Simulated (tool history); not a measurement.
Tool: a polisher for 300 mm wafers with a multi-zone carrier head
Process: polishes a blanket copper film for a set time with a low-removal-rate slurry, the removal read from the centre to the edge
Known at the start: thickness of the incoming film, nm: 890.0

run    day  flow of slurry (ml/min)  pressure of the head's centre zone  pressure of the head's middle zone  pressure of the head's edge zone  abrasive content of the slurry  polishing time (s)  film removed at the wafer's centre (Å)  film removed at mid-radius (Å)  film removed at the wafer's edge (Å)
  1      0                      300                                   1                                   1                                 1                               1                  35                                    1070                          1069.5                                1022.3
  2  0.367                      295                                0.97                                0.97                              0.97                            0.85                  34                                  974.54                          998.36                                968.31
  3  0.567                      290                                0.96                                0.95                              0.95                            0.75                  32                                  895.96                          873.95                                889.97
  4  0.733                      360                                0.96                                0.95                              0.95                            0.75                  32                                  902.08                          911.23                                901.78
  5  0.904                      360                                0.96                                0.95                              0.95                            0.75                  38                                  1080.7                          1065.4                                1062.4
  6  0.958                      360                                1.04                                0.95                              0.95                            0.75                  38                                  1155.2                          1055.8                                1068.1
  7    1.1                      360                                   1                                0.95                              0.93                            0.65                  35                                  1016.6                          916.48                                951.08
  8   1.15                      360                                   1                                0.95                              0.93                            0.65                  35                                  996.31                          939.43                                956.58
  9  1.375                      360                                0.97                                0.95                              0.91                             0.6                  33                                  907.33                          872.91                                882.54
 10  1.667                      355                                0.94                                0.95                              0.89                            0.55                  32                                  829.03                          850.41                                835.77
 11  2.017                      350                                0.93                                0.94                              0.87                            0.55                  32                                  824.58                          840.55                                821.71
 12  2.075                      345                                0.91                                0.92                              0.86                            0.55                  32                                  808.01                          814.69                                822.93
 13  2.238                      340                                 0.9                                0.92                              0.85                            0.55                  32                                   814.7                          807.12                                818.71

Estimate the outcome of run 14 from the log above:
 14  2.346                      325                                0.83                                0.94                              0.81                             0.5                  31                                       ?                               ?                                     ?

{"run 14": {"film removed at the wafer's centre (Å)": 684.58, "film removed at mid-radius (Å)": 792.03, "film removed at the wafer's edge (Å)": 776.02}}
